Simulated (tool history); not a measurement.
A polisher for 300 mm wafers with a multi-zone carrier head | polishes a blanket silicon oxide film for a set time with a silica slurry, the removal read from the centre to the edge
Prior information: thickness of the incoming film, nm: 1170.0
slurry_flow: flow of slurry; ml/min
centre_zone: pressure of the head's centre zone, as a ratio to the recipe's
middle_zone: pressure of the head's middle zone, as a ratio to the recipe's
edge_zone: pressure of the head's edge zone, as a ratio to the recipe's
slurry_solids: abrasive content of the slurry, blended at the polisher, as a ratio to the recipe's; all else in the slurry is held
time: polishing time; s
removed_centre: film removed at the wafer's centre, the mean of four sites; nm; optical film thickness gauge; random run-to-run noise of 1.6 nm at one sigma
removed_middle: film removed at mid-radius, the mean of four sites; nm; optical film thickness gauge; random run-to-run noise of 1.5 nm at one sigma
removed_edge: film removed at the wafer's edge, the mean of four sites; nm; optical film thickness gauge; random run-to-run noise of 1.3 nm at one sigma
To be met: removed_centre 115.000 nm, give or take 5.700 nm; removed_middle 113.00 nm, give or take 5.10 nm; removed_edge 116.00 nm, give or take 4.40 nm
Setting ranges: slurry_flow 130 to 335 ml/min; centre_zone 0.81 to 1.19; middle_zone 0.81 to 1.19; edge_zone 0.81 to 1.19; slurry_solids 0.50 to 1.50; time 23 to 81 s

run    day  slurry_flow  centre_zone  middle_zone  edge_zone  slurry_solids  time  removed_centre  removed_middle  removed_edge
  1  0.000          215         1.00         1.00       1.00           1.00    52         146.940          150.80        154.37
  2  0.233          215         1.00         1.00       0.96           1.00    52         149.760          147.49        153.34
  3  0.438          215         1.00         1.00       0.95           0.90    52         142.890          145.40        142.62
  4  0.733          215         1.00         1.00       0.98           0.90    52         142.480          145.04        144.76
  5  0.938          210         0.99         0.98       0.98           0.85    52         135.060          138.11        143.82
  6  0.996          210         0.99         0.97       0.97           0.80    52         132.180          135.34        141.71
  7  1.296          210         1.00         0.97       0.96           0.75    52         132.660          128.09        132.05
  8  1.592          205         0.99         0.97       0.95           0.70    52         122.080          124.74        129.35
  9  1.733          200         0.99         0.97       0.94           0.70    52         121.840          125.26        129.10
 10  1.858          195         0.99         0.97       0.93           0.70    52         126.480          122.50        125.67
 11  2.017          190         0.98         0.97       0.92           0.70    52         123.950          123.42        127.11
 12  2.350          190         0.98         0.97       0.92           0.70    52         120.590          125.53        127.53
 13  2.400          190         0.98         0.96       0.91           0.70    52         123.600          124.20        123.95
 14  2.742          170         0.93         0.90       0.89           0.60    52         105.740          107.51        113.68
 15  2.812          175         0.94         0.90       0.89           0.60    52         106.430          106.59        114.30
 16  3.021          190         1.00         0.96       0.87           0.65    52         120.020          122.03        119.19

Consider the 4 candidate settings below. Which is the only one whose results all fall within their allowed miss of target?
  A  3.229          280         0.84         0.93       0.91           0.75    45               ?               ?             ?
  B  3.229          195         0.98         0.95       0.86           0.55    49               ?               ?             ?
  C  3.229          270         0.99         1.04       0.81           0.70    48               ?               ?             ?
  D  3.229          220         0.99         0.94       0.92           0.75    46               ?               ?             ?

move  removed_centre  removed_middle  removed_edge
   A          99.376          114.66        116.04
   B         103.260          103.90        102.90
   C         120.710          126.91        114.54
   D         115.910          114.39        116.37
A: gets the furthest-off result to its target, but another result is out of tolerance
B: the result that was furthest off in the last run now lies on the other side of its target
C: misses by more than the last run did
D: hits every target within its allowed miss
Answer: D
